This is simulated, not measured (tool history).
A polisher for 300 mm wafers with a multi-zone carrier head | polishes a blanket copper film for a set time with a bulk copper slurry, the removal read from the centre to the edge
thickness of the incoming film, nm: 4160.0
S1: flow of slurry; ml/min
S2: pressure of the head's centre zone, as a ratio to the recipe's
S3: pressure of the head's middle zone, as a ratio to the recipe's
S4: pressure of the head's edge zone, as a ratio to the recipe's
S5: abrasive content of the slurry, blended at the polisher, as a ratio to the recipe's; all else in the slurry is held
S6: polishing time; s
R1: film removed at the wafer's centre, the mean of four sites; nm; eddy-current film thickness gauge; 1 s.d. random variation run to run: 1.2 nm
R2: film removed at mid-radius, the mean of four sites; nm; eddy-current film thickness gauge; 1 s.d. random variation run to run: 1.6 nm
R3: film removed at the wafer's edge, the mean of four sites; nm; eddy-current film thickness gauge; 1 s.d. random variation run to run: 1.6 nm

run,hour,S1,S2,S3,S4,S5,S6,R1,R2,R3
1,0.0,265,1.00,1.00,1.00,1.00,31,218.92,219.59,219.30
2,4.8,270,1.00,1.02,0.97,0.90,30,205.97,217.45,202.55
3,8.3,270,1.00,1.02,1.00,0.90,30,208.48,212.72,203.15
4,10.9,275,1.00,1.02,0.98,0.85,29,197.51,200.77,191.49
5,11.6,310,1.00,1.02,0.98,0.85,29,201.01,202.61,189.12
6,15.2,310,1.00,1.02,0.98,0.75,29,191.95,198.78,188.82
7,23.4,315,1.00,1.03,0.96,0.70,28,186.00,189.17,180.44
8,30.5,255,0.99,1.13,0.86,0.50,25,145.97,167.10,135.60

Run 9 has not been measured yet. What should we expect?
9,32.4,270,1.00,1.13,0.87,0.50,25,?,?,?

{"run 9": {"R1": 149.51, "R2": 166.83, "R3": 136.78}}
